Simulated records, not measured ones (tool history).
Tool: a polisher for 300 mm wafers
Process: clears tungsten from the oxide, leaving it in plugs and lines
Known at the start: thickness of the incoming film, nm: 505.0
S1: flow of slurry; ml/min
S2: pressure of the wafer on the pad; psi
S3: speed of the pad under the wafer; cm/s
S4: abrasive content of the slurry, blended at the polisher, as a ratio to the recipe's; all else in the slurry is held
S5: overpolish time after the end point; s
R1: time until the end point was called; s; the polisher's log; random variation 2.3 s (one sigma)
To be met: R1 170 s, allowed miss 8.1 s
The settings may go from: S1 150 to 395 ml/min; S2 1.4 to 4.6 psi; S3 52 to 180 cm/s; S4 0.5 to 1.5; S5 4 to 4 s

run 1 hour=0 | S1=250 S2=3 S3=116 S4=1 S5=4 | R1=129.22
run 2 hour=0.7 | S1=250 S2=3 S3=144 S4=1 S5=4 | R1=107.42
run 3 hour=2.2 | S1=250 S2=2.8 S3=144 S4=1 S5=4 | R1=115.23
run 4 hour=8.2 | S1=280 S2=2.8 S3=144 S4=1 S5=4 | R1=112.82
run 5 hour=16.7 | S1=280 S2=2.8 S3=144 S4=1.15 S5=4 | R1=106.98
run 6 hour=22.9 | S1=280 S2=2.6 S3=144 S4=1.15 S5=4 | R1=112.67
run 7 hour=25 | S1=280 S2=2.4 S3=142 S4=1.15 S5=4 | R1=125.75
run 8 hour=32.1 | S1=280 S2=2.3 S3=142 S4=1.15 S5=4 | R1=133.31
run 9 hour=33.8 | S1=280 S2=1.6 S3=140 S4=1.15 S5=4 | R1=189.07

5 next moves are on the table. One of them brings every result within its allowed miss. Which?
run A hour=35.5 | S1=325 S2=2.2 S3=140 S4=0.85 S5=4 | R1=?
run B hour=35.5 | S1=275 S2=1.9 S3=122 S4=1.15 S5=4 | R1=?
run C hour=35.5 | S1=270 S2=1.7 S3=140 S4=1 S5=4 | R1=?
run D hour=35.5 | S1=265 S2=1.6 S3=144 S4=1.15 S5=4 | R1=?
run E hour=35.5 | S1=260 S2=1.6 S3=154 S4=1.15 S5=4 | R1=?

move=A R1=150.87
move=B R1=181.72
move=C R1=185.36
move=D R1=182.67
move=E R1=171.39
A: takes the result that was furthest off past its target
B: nearer than the last run, and not there yet
C: nearer than the last run, and not there yet
D: nearer than the last run, and not there yet
E: meets every target
Move E is the one to make.

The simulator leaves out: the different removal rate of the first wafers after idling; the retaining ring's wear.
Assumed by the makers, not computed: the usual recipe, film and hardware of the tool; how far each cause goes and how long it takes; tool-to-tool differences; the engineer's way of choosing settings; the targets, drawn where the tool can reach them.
